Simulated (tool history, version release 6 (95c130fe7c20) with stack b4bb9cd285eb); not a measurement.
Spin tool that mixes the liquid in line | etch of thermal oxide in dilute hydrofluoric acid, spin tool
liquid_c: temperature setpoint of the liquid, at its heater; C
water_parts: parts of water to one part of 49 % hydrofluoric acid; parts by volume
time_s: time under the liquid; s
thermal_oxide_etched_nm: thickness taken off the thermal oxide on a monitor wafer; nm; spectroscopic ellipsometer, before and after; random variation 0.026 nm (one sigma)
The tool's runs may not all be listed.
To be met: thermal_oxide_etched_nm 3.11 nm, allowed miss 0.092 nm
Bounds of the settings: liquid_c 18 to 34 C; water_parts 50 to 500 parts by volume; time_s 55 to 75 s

run  hour  liquid_c  water_parts  time_s  thermal_oxide_etched_nm
  1     0        26          275      75                   1.2029
  2   4.9      24.5          275      75                   1.1305
  3   5.8      24.5          275      55                  0.84853
  4   7.9      25.5          260      55                  0.91417
  5  16.7      26.5          235      60                   1.2023
  6  19.4      26.5          290      60                  0.91658
  7  26.9      27.5          260      60                   1.0999
  8    30        28          235      60                   1.2757
  9  31.2      28.5          215      60                   1.4492
 10  37.3        29          200      60                   1.5953
 11  38.3      29.5          185      60                   1.7891
 12  40.6        30          175      60                   1.9437
 13    49      30.5          165      60                   2.1442
 14  49.8        31          160      60                   2.2595
 15  54.3        34          105      60                   4.1174
 16  58.8        30          105      60                   3.5321
 17  66.8      29.5          105      60                   3.5156
 18  74.7        29          105      60                   3.4299
 19  77.6      28.5          105      60                    3.378
 20  86.5        28          105      60                   3.3259

4 next moves are on the table. One of them brings every result within its allowed miss. Which?
  A  95.4        28           95      55                        ?
  B  95.4      27.5          120      75                        ?
  C  95.4      29.5          115      65                        ?
  D  95.4      25.5          110      65                        ?

move  thermal_oxide_etched_nm
   A                   3.3691
   B                   3.4522
   C                   3.3874
   D                   3.0621
A: further off than the last run
B: further off than the last run
C: further off than the last run
D: meets every target
Answer: D

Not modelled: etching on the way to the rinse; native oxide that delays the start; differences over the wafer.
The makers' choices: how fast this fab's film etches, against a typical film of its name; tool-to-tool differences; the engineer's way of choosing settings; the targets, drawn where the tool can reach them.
